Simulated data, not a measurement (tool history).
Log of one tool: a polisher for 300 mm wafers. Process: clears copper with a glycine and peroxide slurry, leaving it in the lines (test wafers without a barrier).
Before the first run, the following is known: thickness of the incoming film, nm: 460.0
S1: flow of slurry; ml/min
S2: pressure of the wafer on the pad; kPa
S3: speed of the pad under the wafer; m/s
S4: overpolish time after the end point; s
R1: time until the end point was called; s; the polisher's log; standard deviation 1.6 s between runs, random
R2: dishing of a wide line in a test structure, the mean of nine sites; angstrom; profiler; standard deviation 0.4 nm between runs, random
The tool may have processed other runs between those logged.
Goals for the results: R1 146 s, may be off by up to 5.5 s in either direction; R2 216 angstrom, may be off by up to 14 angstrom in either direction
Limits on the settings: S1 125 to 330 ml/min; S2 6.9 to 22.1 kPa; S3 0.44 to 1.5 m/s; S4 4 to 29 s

{"run": 1, "hour": 0.0, "S1": 210, "S2": 14.5, "S3": 0.96, "S4": 15, "R1": 117.88, "R2": 414.79}
{"run": 2, "hour": 4.8, "S1": 210, "S2": 13.8, "S3": 0.96, "S4": 14, "R1": 123.95, "R2": 367.47}
{"run": 3, "hour": 12.3, "S1": 210, "S2": 17.2, "S3": 0.96, "S4": 14, "R1": 104.61, "R2": 441.51}
{"run": 4, "hour": 14.0, "S1": 210, "S2": 16.5, "S3": 0.96, "S4": 13, "R1": 108.29, "R2": 387.66}
{"run": 5, "hour": 19.9, "S1": 210, "S2": 16.5, "S3": 0.8, "S4": 13, "R1": 124.04, "R2": 354.75}
{"run": 6, "hour": 23.7, "S1": 210, "S2": 18.6, "S3": 0.8, "S4": 13, "R1": 114.4, "R2": 392.26}
{"run": 7, "hour": 26.3, "S1": 215, "S2": 14.5, "S3": 0.8, "S4": 6, "R1": 134.64, "R2": 158.51}
{"run": 8, "hour": 29.2, "S1": 215, "S2": 14.5, "S3": 0.8, "S4": 7, "R1": 135.86, "R2": 180.57}

Pick the move, out of 4, that brings all results within their allowed miss; only one does.
{"run": "A", "hour": 32.1, "S1": 235, "S2": 14.5, "S3": 0.78, "S4": 6, "R1": "?", "R2": "?"}
{"run": "B", "hour": 32.1, "S1": 145, "S2": 11.7, "S3": 0.9, "S4": 11, "R1": "?", "R2": "?"}
{"run": "C", "hour": 32.1, "S1": 190, "S2": 13.1, "S3": 0.82, "S4": 9, "R1": "?", "R2": "?"}
{"run": "D", "hour": 32.1, "S1": 190, "S2": 15.2, "S3": 0.84, "S4": 9, "R1": "?", "R2": "?"}

move=A R1=135.79 R2=155.6
move=B R1=150.89 R2=247.22
move=C R1=144.07 R2=215.12
move=D R1=126.95 R2=242.08
A: moves away from the targets compared with the last run
B: takes the biggest miss from the last run beyond its target
C: in spec on every target
D: takes the biggest miss from the last run beyond its target
So the answer is move C, the one that meets all the targets.
